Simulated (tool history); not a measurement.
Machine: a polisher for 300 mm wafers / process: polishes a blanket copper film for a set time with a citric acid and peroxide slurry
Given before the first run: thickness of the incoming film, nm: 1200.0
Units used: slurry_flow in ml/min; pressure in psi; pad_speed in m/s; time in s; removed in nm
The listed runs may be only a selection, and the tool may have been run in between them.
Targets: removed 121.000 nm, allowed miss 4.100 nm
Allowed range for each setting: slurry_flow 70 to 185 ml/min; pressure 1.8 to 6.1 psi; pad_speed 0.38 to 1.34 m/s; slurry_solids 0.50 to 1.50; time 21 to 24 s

run,hour,slurry_flow,pressure,pad_speed,slurry_solids,time,removed
1,0.0,120,3.9,0.86,1.00,24,65.522
2,4.8,120,4.8,0.86,1.00,24,79.731
3,12.9,120,5.6,0.86,1.00,24,91.996
4,14.0,120,5.6,0.86,1.15,24,94.333
5,20.8,125,5.7,0.88,1.15,24,99.596
6,26.6,125,5.7,0.88,1.35,24,102.220
7,33.0,130,5.8,0.88,1.35,24,104.720
8,41.5,140,6.0,0.92,1.35,24,116.140
9,47.8,145,6.1,0.92,1.35,24,115.940

Exercise: of the 5 proposed moves below, exactly one satisfies all targets within the stated allowed misses. Which move is it?
A,54.1,140,6.1,1.04,1.30,24,?
B,54.1,150,5.7,0.98,1.50,24,?
C,54.1,155,6.1,1.02,1.20,24,?
D,54.1,135,6.1,1.06,1.25,21,?
E,54.1,135,4.9,1.14,1.50,22,?

move,removed
A,132.220
B,122.380
C,129.970
D,116.100
E,111.270
A: carries the result that was furthest off beyond its target, to the other side
B: hits every target within its allowed miss
C: carries the result that was furthest off beyond its target, to the other side
D: as far off as the last run
E: its largest miss is bigger than the last run's
Correct choice: B, which meets every target
